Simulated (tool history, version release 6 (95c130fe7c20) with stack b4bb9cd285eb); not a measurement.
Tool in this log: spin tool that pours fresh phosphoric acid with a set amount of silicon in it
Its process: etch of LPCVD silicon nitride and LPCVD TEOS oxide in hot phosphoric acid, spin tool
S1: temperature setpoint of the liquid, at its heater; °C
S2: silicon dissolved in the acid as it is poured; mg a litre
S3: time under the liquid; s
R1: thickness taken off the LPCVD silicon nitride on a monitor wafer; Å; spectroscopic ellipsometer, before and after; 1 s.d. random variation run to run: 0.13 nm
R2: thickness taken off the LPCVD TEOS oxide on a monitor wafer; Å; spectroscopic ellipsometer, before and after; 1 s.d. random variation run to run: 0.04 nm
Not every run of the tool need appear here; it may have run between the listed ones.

| run | day | S1 | S2 | S3 | R1 | R2 |
|---|---|---|---|---|---|---|
| 1 | 0.000 | 163.0 | 25.0 | 180 | 201.45 | 7.0853 |
| 2 | 0.304 | 161.5 | 25.0 | 180 | 190.80 | 6.7580 |
| 3 | 0.338 | 163.5 | 25.0 | 180 | 205.89 | 7.3099 |
| 4 | 0.496 | 162.5 | 25.0 | 180 | 198.48 | 6.8421 |
| 5 | 0.538 | 162.5 | 15.5 | 180 | 197.51 | 9.1947 |
| 6 | 0.875 | 164.5 | 15.5 | 180 | 214.07 | 9.6756 |

The next listed run, before its measurement:
| 7 | 1.138 | 165.0 | 18.5 | 190 | ? | ? |

R1: 227.19 Å
R2: 11.0250 Å
